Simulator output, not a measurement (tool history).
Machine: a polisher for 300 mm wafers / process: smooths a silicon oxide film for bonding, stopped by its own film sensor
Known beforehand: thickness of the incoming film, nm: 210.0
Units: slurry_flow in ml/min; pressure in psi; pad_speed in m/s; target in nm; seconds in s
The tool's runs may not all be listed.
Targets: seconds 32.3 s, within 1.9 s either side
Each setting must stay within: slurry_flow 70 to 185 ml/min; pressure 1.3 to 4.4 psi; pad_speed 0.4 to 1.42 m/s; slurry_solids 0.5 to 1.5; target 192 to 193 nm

run,hour,slurry_flow,pressure,pad_speed,slurry_solids,target,seconds
1,0,120,2.8,0.9,1,192,23.794
2,8.9,120,2.8,1,1,192,22.025
3,13.6,120,2.8,1,1,192,22.205
4,15.1,120,2.5,0.98,1,192,23.82
5,19,120,2.5,0.98,1,193,22.166
6,21,120,2.5,0.98,1,192,23.922
7,28,120,2.2,0.96,1,192,27.175
8,29.9,120,2.2,0.96,1,192,26.951
9,31.5,120,2,0.96,1,192,29.303
10,32.7,120,1.9,0.96,1,192,29.081

Exercise: of the 5 proposed moves below, exactly one satisfies all targets within the stated allowed misses. Which move is it?
A,33.9,75,2.3,1.16,1,193,?
B,33.9,135,1.6,1.14,0.9,193,?
C,33.9,145,1.7,1.16,0.95,192,?
D,33.9,115,1.9,1.06,1.05,193,?
E,33.9,115,1.6,0.98,1.1,192,?

move,seconds
A,24.447
B,27.754
C,26.776
D,25.55
E,31.404
A: further off than the last run
B: further off than the last run
C: further off than the last run
D: further off than the last run
E: meets every target
The move that meets every target is E.
